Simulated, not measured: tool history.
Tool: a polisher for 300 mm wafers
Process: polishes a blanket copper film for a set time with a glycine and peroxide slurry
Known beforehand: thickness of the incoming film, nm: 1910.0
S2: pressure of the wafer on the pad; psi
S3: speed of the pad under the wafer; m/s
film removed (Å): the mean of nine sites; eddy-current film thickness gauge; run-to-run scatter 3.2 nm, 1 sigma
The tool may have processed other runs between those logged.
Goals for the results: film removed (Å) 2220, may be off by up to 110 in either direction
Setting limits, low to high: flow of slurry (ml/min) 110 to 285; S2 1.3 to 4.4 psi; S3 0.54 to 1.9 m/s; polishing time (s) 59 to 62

{"run": 1, "hour": 0.0, "flow of slurry (ml/min)": 180, "S2": 2.8, "S3": 1.22, "polishing time (s)": 59, "film removed (Å)": 3111.9}
{"run": 2, "hour": 6.2, "flow of slurry (ml/min)": 150, "S2": 2.8, "S3": 1.22, "polishing time (s)": 59, "film removed (Å)": 3118.6}
{"run": 3, "hour": 14.1, "flow of slurry (ml/min)": 150, "S2": 2.7, "S3": 1.22, "polishing time (s)": 59, "film removed (Å)": 3090.3}
{"run": 4, "hour": 21.9, "flow of slurry (ml/min)": 150, "S2": 2.4, "S3": 1.22, "polishing time (s)": 59, "film removed (Å)": 2783.6}
{"run": 5, "hour": 27.6, "flow of slurry (ml/min)": 150, "S2": 1.9, "S3": 1.22, "polishing time (s)": 59, "film removed (Å)": 2407.7}
{"run": 6, "hour": 34.7, "flow of slurry (ml/min)": 150, "S2": 1.9, "S3": 1.38, "polishing time (s)": 59, "film removed (Å)": 2758.3}
{"run": 7, "hour": 36.1, "flow of slurry (ml/min)": 150, "S2": 1.8, "S3": 1.36, "polishing time (s)": 59, "film removed (Å)": 2574.9}
{"run": 8, "hour": 41.3, "flow of slurry (ml/min)": 150, "S2": 1.7, "S3": 1.36, "polishing time (s)": 59, "film removed (Å)": 2478.5}
{"run": 9, "hour": 44.7, "flow of slurry (ml/min)": 150, "S2": 1.5, "S3": 1.36, "polishing time (s)": 59, "film removed (Å)": 2288.7}

Next run, 5 choices. One meets every target within its allowed miss, the rest don't. Which?
{"run": "A", "hour": 48.1, "flow of slurry (ml/min)": 155, "S2": 1.8, "S3": 1.32, "polishing time (s)": 60, "film removed (Å)": "?"}
{"run": "B", "hour": 48.1, "flow of slurry (ml/min)": 110, "S2": 2, "S3": 1.16, "polishing time (s)": 62, "film removed (Å)": "?"}
{"run": "C", "hour": 48.1, "flow of slurry (ml/min)": 125, "S2": 1.8, "S3": 1.08, "polishing time (s)": 62, "film removed (Å)": "?"}
{"run": "D", "hour": 48.1, "flow of slurry (ml/min)": 130, "S2": 2.4, "S3": 1.04, "polishing time (s)": 61, "film removed (Å)": "?"}
{"run": "E", "hour": 48.1, "flow of slurry (ml/min)": 155, "S2": 1.8, "S3": 1.36, "polishing time (s)": 59, "film removed (Å)": "?"}

move=A film_removed_(Å)=2596.6
move=B film_removed_(Å)=2433.3
move=C film_removed_(Å)=2215.3
move=D film_removed_(Å)=2490
move=E film_removed_(Å)=2616.8
A: misses by more than the last run did
B: misses by more than the last run did
C: meets every target
D: misses by more than the last run did
E: misses by more than the last run did
Answer: C
